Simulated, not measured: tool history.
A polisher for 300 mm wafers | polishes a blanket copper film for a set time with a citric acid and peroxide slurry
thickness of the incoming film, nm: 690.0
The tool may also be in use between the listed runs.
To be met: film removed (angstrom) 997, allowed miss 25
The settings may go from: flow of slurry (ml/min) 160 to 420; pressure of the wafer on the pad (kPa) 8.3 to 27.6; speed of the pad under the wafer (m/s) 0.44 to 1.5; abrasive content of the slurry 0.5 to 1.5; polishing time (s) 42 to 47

run,hour,flow of slurry (ml/min),pressure of the wafer on the pad (kPa),speed of the pad under the wafer (m/s),abrasive content of the slurry,polishing time (s),film removed (angstrom)
1,0,270,17.9,0.96,1,47,870.89
2,8.5,270,17.9,0.96,1.15,47,894.57
3,12.9,270,17.9,0.96,0.95,47,837.29
4,14.6,275,18.6,0.96,0.95,47,893.39
5,20.9,235,18.6,0.96,0.95,47,870.58
6,28.3,235,18.6,0.96,1.1,47,889.38
7,34.6,260,18.6,0.96,1.1,47,903.4
8,43.1,280,18.6,0.96,1.1,47,917.99
9,47.3,280,18.6,0.96,1.1,47,912.17
10,55.4,290,19.3,0.96,1.1,47,956.71
11,57.2,295,19.3,0.96,1.1,47,943.03

Which of these 4 next moves meets every target?
A,59,320,20,0.86,1.2,45,?
B,59,300,17.9,0.96,1.2,47,?
C,59,245,17.9,1.04,1.15,43,?
D,59,260,19.3,1.08,0.9,47,?

move,film removed (angstrom)
A,881.96
B,903.75
C,859.49
D,988.25
A: further off than the last run
B: further off than the last run
C: further off than the last run
D: meets every target
The right move is D.
